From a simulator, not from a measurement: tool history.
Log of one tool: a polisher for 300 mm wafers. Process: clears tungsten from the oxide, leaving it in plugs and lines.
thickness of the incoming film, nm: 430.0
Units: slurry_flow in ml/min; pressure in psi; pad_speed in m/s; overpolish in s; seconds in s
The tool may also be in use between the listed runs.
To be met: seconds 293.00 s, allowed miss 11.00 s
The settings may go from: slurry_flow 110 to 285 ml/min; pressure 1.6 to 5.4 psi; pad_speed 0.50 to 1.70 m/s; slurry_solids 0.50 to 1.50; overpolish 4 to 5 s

Run 1, hour 0.0: slurry_flow 180 ml/min, pressure 3.5 psi, pad_speed 1.10 m/s, slurry_solids 1.00, overpolish 5 s. Result: seconds 114.17 s.
Run 2, hour 1.8: slurry_flow 180 ml/min, pressure 3.5 psi, pad_speed 1.10 m/s, slurry_solids 0.85, overpolish 5 s. Result: seconds 118.43 s.
Run 3, hour 9.6: slurry_flow 180 ml/min, pressure 3.5 psi, pad_speed 1.26 m/s, slurry_solids 0.85, overpolish 5 s. Result: seconds 108.49 s.
Run 4, hour 14.1: slurry_flow 175 ml/min, pressure 3.0 psi, pad_speed 1.08 m/s, slurry_solids 0.80, overpolish 5 s. Result: seconds 141.05 s.
Run 5, hour 16.3: slurry_flow 170 ml/min, pressure 2.6 psi, pad_speed 0.94 m/s, slurry_solids 0.80, overpolish 5 s. Result: seconds 181.06 s.
Run 6, hour 16.9: slurry_flow 165 ml/min, pressure 2.3 psi, pad_speed 0.88 m/s, slurry_solids 0.80, overpolish 5 s. Result: seconds 213.27 s.
Run 7, hour 18.0: slurry_flow 160 ml/min, pressure 2.1 psi, pad_speed 0.86 m/s, slurry_solids 0.80, overpolish 5 s. Result: seconds 236.32 s.
Run 8, hour 24.2: slurry_flow 155 ml/min, pressure 2.0 psi, pad_speed 0.86 m/s, slurry_solids 0.80, overpolish 5 s. Result: seconds 256.65 s.
Run 9, hour 30.9: slurry_flow 120 ml/min, pressure 1.7 psi, pad_speed 0.86 m/s, slurry_solids 0.80, overpolish 5 s. Result: seconds 313.72 s.
Run 10, hour 34.6: slurry_flow 125 ml/min, pressure 1.7 psi, pad_speed 0.86 m/s, slurry_solids 0.80, overpolish 5 s. Result: seconds 303.07 s.

4 next moves are on the table. One of them brings every result within its allowed miss. Which?
Run A, hour 38.3: slurry_flow 110 ml/min, pressure 1.9 psi, pad_speed 0.82 m/s, slurry_solids 0.85, overpolish 5 s. Result: seconds ?.
Run B, hour 38.3: slurry_flow 110 ml/min, pressure 1.8 psi, pad_speed 0.80 m/s, slurry_solids 0.80, overpolish 4 s. Result: seconds ?.
Run C, hour 38.3: slurry_flow 110 ml/min, pressure 1.6 psi, pad_speed 0.78 m/s, slurry_solids 1.15, overpolish 4 s. Result: seconds ?.
Run D, hour 38.3: slurry_flow 135 ml/min, pressure 1.6 psi, pad_speed 0.88 m/s, slurry_solids 0.75, overpolish 5 s. Result: seconds ?.

move  seconds
   A   292.07
   B   316.20
   C   332.18
   D   319.39
A: meets every target
B: further off than the last run
C: further off than the last run
D: further off than the last run
The right move is A.
